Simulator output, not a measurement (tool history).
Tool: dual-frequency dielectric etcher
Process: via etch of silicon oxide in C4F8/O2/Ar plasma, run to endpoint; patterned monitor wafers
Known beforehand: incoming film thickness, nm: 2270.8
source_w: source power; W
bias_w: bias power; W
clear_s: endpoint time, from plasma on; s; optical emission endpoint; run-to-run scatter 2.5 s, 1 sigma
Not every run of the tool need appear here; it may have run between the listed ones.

run,hour,source_w,bias_w,clear_s
1,0,2030,2304,358.8
2,4.5,2160,2362,353.08
3,13.3,2290,2465,335.25
4,16.6,2290,2251,342.87
5,22.1,2100,2251,353.03
# hour 27.3: wet clean of the chamber
6,27.3,2240,2310,365.37

Estimate the outcome of run 7 from the log above:
7,28.5,2220,2476,?

{"run 7": {"clear_s": 360.43}}
